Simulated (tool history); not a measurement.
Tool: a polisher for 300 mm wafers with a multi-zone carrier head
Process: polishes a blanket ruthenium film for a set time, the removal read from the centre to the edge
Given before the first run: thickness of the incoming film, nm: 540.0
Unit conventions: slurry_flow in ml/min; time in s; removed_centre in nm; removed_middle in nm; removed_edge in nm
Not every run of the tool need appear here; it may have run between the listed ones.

run,hour,slurry_flow,centre_zone,middle_zone,edge_zone,time,removed_centre,removed_middle,removed_edge
1,0,150,1,1,1,81,80.139,78.234,79.993
2,2.1,145,1,0.99,0.98,80,78.18,76.464,77.957
3,3.1,140,1,0.98,0.97,79,77.185,74.367,77.222
4,6.4,120,1,0.98,0.97,79,74.493,71.586,74.744
5,11.8,120,1,0.98,0.91,79,75.835,72.539,72.268
6,19.3,120,1,0.98,0.86,79,73.982,71.607,71.292
7,26.5,120,1,0.97,0.86,78,73.392,71.101,69.871
8,29.6,120,1,0.96,0.86,77,72.318,68.114,69.55
9,37.9,120,1,0.96,0.86,76,70.717,69.442,68.582
10,39.4,115,1,0.95,0.86,75,70.191,66.154,66.97
11,46.3,115,1,0.94,0.86,75,69.51,66.208,66.999
12,47.4,115,1,0.93,0.86,75,69.897,65,66.381
13,51.7,115,0.99,0.92,0.86,75,69.118,64.771,66.362

Run 14, settings as shown, results not yet in. Your forecast:
14,53.6,115,0.99,0.91,0.86,75,?,?,?

{"run 14": {"removed_centre": 69.319, "removed_middle": 62.788, "removed_edge": 66.961}}
